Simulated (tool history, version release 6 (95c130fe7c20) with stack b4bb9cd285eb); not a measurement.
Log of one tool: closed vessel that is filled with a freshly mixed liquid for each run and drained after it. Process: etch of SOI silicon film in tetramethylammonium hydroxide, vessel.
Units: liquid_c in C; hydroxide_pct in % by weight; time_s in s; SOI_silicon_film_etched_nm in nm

Run 1, day 0: liquid_c 59 C, hydroxide_pct 12.5 % by weight, time_s 100 s. Result: SOI_silicon_film_etched_nm 324.99 nm.
Run 2, day 0.225: liquid_c 59 C, hydroxide_pct 10 % by weight, time_s 100 s. Result: SOI_silicon_film_etched_nm 355.11 nm.
Run 3, day 0.579: liquid_c 61 C, hydroxide_pct 10 % by weight, time_s 100 s. Result: SOI_silicon_film_etched_nm 397.54 nm.
Run 4, day 0.912: liquid_c 61 C, hydroxide_pct 10 % by weight, time_s 100 s. Result: SOI_silicon_film_etched_nm 398.47 nm.
Run 5, day 1.212: liquid_c 62.5 C, hydroxide_pct 10 % by weight, time_s 100 s. Result: SOI_silicon_film_etched_nm 439.13 nm.
Run 6, day 1.271: liquid_c 65 C, hydroxide_pct 10 % by weight, time_s 100 s. Result: SOI_silicon_film_etched_nm 514.36 nm.
Run 7, day 1.438: liquid_c 65.5 C, hydroxide_pct 10 % by weight, time_s 100 s. Result: SOI_silicon_film_etched_nm 526.66 nm.

Run 8, settings as shown, results not yet in. Your forecast:
Run 8, day 1.567: liquid_c 66 C, hydroxide_pct 10 % by weight, time_s 100 s. Result: SOI_silicon_film_etched_nm ?.

SOI_silicon_film_etched_nm: 547.81 nm
